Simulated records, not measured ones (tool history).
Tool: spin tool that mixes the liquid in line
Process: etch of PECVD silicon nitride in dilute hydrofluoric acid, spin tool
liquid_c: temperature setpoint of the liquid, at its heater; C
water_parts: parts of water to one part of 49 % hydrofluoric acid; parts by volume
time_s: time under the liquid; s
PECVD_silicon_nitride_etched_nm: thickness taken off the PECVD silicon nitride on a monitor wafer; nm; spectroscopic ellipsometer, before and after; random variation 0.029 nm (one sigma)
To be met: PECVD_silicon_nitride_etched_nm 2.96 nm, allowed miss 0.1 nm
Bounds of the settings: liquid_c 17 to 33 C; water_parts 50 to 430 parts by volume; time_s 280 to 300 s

| run | day | liquid_c | water_parts | time_s | PECVD_silicon_nitride_etched_nm |
|---|---|---|---|---|---|
| 1 | 0 | 25 | 240 | 280 | 3.3312 |
| 2 | 0.088 | 27 | 240 | 280 | 3.8783 |
| 3 | 0.225 | 25.5 | 240 | 280 | 3.5566 |
| 4 | 0.367 | 24.5 | 240 | 280 | 3.2136 |
| 5 | 0.433 | 24 | 240 | 280 | 3.1851 |
| 6 | 0.567 | 27 | 240 | 280 | 3.7925 |
| 7 | 0.912 | 25.5 | 240 | 280 | 3.4802 |
| 8 | 1.042 | 25.5 | 240 | 280 | 3.4912 |
| 9 | 1.367 | 24.5 | 240 | 280 | 3.2551 |

4 next moves are on the table. One of them brings every result within its allowed miss. Which?
| A | 1.692 | 24 | 235 | 300 | ? |
| B | 1.692 | 26.5 | 245 | 285 | ? |
| C | 1.692 | 26 | 245 | 300 | ? |
| D | 1.692 | 22 | 230 | 285 | ? |

| move | PECVD_silicon_nitride_etched_nm |
|---|---|
| A | 3.4552 |
| B | 3.6727 |
| C | 3.7502 |
| D | 2.9553 |
A: further off than the last run
B: further off than the last run
C: further off than the last run
D: meets every target
The right move is D.
